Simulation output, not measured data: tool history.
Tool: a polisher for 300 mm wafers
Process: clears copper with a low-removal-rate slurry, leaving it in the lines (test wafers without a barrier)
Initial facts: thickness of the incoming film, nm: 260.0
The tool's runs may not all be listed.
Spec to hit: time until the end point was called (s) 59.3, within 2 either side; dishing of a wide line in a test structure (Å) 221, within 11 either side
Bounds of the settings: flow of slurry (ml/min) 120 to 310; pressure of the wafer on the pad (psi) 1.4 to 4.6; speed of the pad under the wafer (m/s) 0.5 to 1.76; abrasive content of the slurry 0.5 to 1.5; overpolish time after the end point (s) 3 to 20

run	hour	flow of slurry (ml/min)	pressure of the wafer on the pad (psi)	speed of the pad under the wafer (m/s)	abrasive content of the slurry	overpolish time after the end point (s)	time until the end point was called (s)	dishing of a wide line in a test structure (Å)
1	0	200	3	1.12	1	10	75.661	251.82
2	1.7	200	3	1.12	0.8	10	79.475	231.33
3	10.5	200	3	1.28	0.8	10	73.051	251.51
4	13.2	200	3	1.28	0.8	7	72.309	177.71
5	13.9	150	3	1.28	0.8	7	75.913	178.74
6	19	150	3	1.1	0.8	7	82.736	163.49
7	21.4	155	3.2	1.1	0.8	7	78.693	173.39
8	27.1	160	3.3	1.1	0.8	7	75.269	178.99
9	28.9	165	3.4	1.1	0.8	7	73.363	187.43
10	34.3	165	3.4	1.1	0.8	7	72.042	183.36
11	40.4	170	3.5	1.1	0.8	7	70.195	189.52
12	45.9	175	3.6	1.1	0.8	7	68.919	193.09
13	46.6	175	3.7	1.1	0.8	7	67.604	198.42
14	47.8	175	3.8	1.1	0.8	7	66.549	203.41
15	50.5	175	3.9	1.1	0.8	7	64.364	205.3
16	59.3	175	4	1.1	0.8	7	62.334	212.58

4 next moves are on the table. One of them brings every result within its allowed miss. Which?
A	68.1	190	3.5	1.14	1	7	?	?
B	68.1	160	3.7	1.3	0.65	7	?	?
C	68.1	170	4	1.24	0.7	6	?	?
D	68.1	185	4	1.3	0.6	7	?	?

move	time until the end point was called (s)	dishing of a wide line in a test structure (Å)
A	65.71	207.9
B	64.785	210.87
C	60.516	195.36
D	60.064	226.19
A: the biggest miss grows against the last run
B: the biggest miss grows against the last run
C: puts the biggest miss on target and leaves a different result outside tolerance
D: every result lands within tolerance
Correct choice: D, which meets every target

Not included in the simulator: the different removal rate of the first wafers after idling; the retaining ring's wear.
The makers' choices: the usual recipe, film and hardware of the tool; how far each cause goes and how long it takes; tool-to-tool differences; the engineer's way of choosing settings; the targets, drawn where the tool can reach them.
